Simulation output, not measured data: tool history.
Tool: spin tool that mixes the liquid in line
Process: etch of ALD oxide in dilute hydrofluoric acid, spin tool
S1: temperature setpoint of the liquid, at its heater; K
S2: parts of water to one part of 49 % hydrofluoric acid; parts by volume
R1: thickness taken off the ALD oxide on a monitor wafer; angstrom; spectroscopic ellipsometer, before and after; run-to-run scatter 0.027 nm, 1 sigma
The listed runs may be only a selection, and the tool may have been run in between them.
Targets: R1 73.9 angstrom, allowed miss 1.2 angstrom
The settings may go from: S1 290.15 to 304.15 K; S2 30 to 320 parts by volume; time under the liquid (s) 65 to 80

{"run": 1, "hour": 0.0, "S1": 296.15, "S2": 175, "time under the liquid (s)": 80, "R1": 47.191}
{"run": 2, "hour": 3.0, "S1": 297.15, "S2": 170, "time under the liquid (s)": 80, "R1": 50.778}
{"run": 3, "hour": 8.9, "S1": 297.15, "S2": 200, "time under the liquid (s)": 80, "R1": 41.711}
{"run": 4, "hour": 11.6, "S1": 297.15, "S2": 260, "time under the liquid (s)": 80, "R1": 30.149}
{"run": 5, "hour": 18.4, "S1": 297.15, "S2": 320, "time under the liquid (s)": 80, "R1": 22.986}
{"run": 6, "hour": 21.3, "S1": 299.65, "S2": 320, "time under the liquid (s)": 80, "R1": 25.134}
{"run": 7, "hour": 28.4, "S1": 303.65, "S2": 250, "time under the liquid (s)": 80, "R1": 39.651}
{"run": 8, "hour": 37.1, "S1": 303.65, "S2": 235, "time under the liquid (s)": 80, "R1": 42.83}
{"run": 9, "hour": 43.3, "S1": 303.65, "S2": 220, "time under the liquid (s)": 80, "R1": 46.501}
{"run": 10, "hour": 44.9, "S1": 303.65, "S2": 210, "time under the liquid (s)": 80, "R1": 49.797}
{"run": 11, "hour": 46.1, "S1": 303.65, "S2": 210, "time under the liquid (s)": 80, "R1": 49.463}
{"run": 12, "hour": 48.3, "S1": 303.65, "S2": 200, "time under the liquid (s)": 80, "R1": 52.506}
{"run": 13, "hour": 54.7, "S1": 303.65, "S2": 195, "time under the liquid (s)": 80, "R1": 54.344}
{"run": 14, "hour": 63.2, "S1": 304.15, "S2": 145, "time under the liquid (s)": 80, "R1": 79.177}

Which single option among these 4 for the next run brings every result within its allowed miss of target? Just one does.
{"run": "A", "hour": 71.7, "S1": 304.15, "S2": 135, "time under the liquid (s)": 75, "R1": "?"}
{"run": "B", "hour": 71.7, "S1": 301.65, "S2": 120, "time under the liquid (s)": 65, "R1": "?"}
{"run": "C", "hour": 71.7, "S1": 301.65, "S2": 125, "time under the liquid (s)": 80, "R1": "?"}
{"run": "D", "hour": 71.7, "S1": 304.15, "S2": 135, "time under the liquid (s)": 80, "R1": "?"}

move=A R1=81.153
move=B R1=73.658
move=C R1=86.458
move=D R1=86.563
A: the biggest miss grows against the last run
B: every result lands within tolerance
C: the biggest miss grows against the last run
D: the biggest miss grows against the last run
Correct choice: B, which meets every target

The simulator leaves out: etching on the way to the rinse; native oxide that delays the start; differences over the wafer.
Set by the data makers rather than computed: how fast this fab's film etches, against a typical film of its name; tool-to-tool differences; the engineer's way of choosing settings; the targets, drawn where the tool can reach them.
